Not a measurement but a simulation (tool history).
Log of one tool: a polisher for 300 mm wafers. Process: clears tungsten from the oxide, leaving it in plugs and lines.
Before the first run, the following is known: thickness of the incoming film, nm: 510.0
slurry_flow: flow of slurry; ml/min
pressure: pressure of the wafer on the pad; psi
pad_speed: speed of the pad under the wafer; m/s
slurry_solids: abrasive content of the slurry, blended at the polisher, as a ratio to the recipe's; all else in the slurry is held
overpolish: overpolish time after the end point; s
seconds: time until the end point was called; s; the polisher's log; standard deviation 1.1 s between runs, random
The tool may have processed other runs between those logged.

Run 1, hour 0: slurry_flow 180 ml/min, pressure 4.8 psi, pad_speed 1.32 m/s, slurry_solids 1, overpolish 23 s. Result: seconds 73.003 s.
Run 2, hour 1.2: slurry_flow 150 ml/min, pressure 4.8 psi, pad_speed 1.32 m/s, slurry_solids 1, overpolish 23 s. Result: seconds 75.994 s.
Run 3, hour 2.1: slurry_flow 150 ml/min, pressure 4.8 psi, pad_speed 1.58 m/s, slurry_solids 1, overpolish 23 s. Result: seconds 62.721 s.
Run 4, hour 7.9: slurry_flow 190 ml/min, pressure 4.8 psi, pad_speed 1.58 m/s, slurry_solids 1, overpolish 23 s. Result: seconds 61.143 s.
Run 5, hour 14.5: slurry_flow 190 ml/min, pressure 4.4 psi, pad_speed 1.58 m/s, slurry_solids 1, overpolish 23 s. Result: seconds 65.315 s.
Run 6, hour 21.4: slurry_flow 190 ml/min, pressure 4 psi, pad_speed 1.58 m/s, slurry_solids 1, overpolish 23 s. Result: seconds 70.947 s.
Run 7, hour 22.8: slurry_flow 190 ml/min, pressure 3.7 psi, pad_speed 1.58 m/s, slurry_solids 1, overpolish 23 s. Result: seconds 76.027 s.
Run 8, hour 26: slurry_flow 190 ml/min, pressure 3.5 psi, pad_speed 1.58 m/s, slurry_solids 1, overpolish 23 s. Result: seconds 80.61 s.
Run 9, hour 28.8: slurry_flow 185 ml/min, pressure 3.3 psi, pad_speed 1.58 m/s, slurry_solids 1, overpolish 23 s. Result: seconds 84.927 s.
Run 10, hour 37.2: slurry_flow 170 ml/min, pressure 2.4 psi, pad_speed 1.56 m/s, slurry_solids 1, overpolish 23 s. Result: seconds 113.97 s.
Run 11, hour 41.9: slurry_flow 175 ml/min, pressure 2.4 psi, pad_speed 1.56 m/s, slurry_solids 1, overpolish 23 s. Result: seconds 113.87 s.
Run 12, hour 42.8: slurry_flow 180 ml/min, pressure 2.4 psi, pad_speed 1.56 m/s, slurry_solids 1, overpolish 23 s. Result: seconds 113.39 s.
Run 13, hour 50.9: slurry_flow 185 ml/min, pressure 2.4 psi, pad_speed 1.56 m/s, slurry_solids 1, overpolish 23 s. Result: seconds 111.15 s.
Run 14, hour 52.4: slurry_flow 190 ml/min, pressure 2.4 psi, pad_speed 1.56 m/s, slurry_solids 1, overpolish 23 s. Result: seconds 114.9 s.

Forecast run 15:
Run 15, hour 54.4: slurry_flow 190 ml/min, pressure 2.5 psi, pad_speed 1.56 m/s, slurry_solids 1, overpolish 23 s. Result: seconds ?.

{"run 15": {"seconds": 109.08}}

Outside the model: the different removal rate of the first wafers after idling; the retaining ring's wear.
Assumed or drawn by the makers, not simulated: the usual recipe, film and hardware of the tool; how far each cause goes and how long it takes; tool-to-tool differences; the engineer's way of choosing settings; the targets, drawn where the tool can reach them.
